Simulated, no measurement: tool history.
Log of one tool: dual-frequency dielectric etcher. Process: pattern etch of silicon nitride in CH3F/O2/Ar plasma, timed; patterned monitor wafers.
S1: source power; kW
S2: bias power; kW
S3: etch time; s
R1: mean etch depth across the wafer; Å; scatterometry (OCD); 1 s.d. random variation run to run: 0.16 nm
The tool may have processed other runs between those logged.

run  hour    S1     S2    S3      R1
  1     0  0.48  0.064  54.5  377.12
  2   6.6   0.5  0.065  54.5   384.5
  3  11.3   0.5  0.065  54.5  389.07
  4  18.4  0.43  0.065  54.5  365.83
  5  24.5  0.43  0.059  54.5  353.13
  6  27.3  0.46   0.06  54.5  361.85
  7    30  0.48  0.061  54.5  369.42
  8  33.9   0.5  0.062  54.5  378.67
  9  42.8  0.52  0.062  54.5  381.34
 10  46.6  0.54  0.063  54.5  392.09

Forecast run 11:
 11    51  0.55  0.063  54.5   ?

Logged for run 11: R1 394.52 Å.
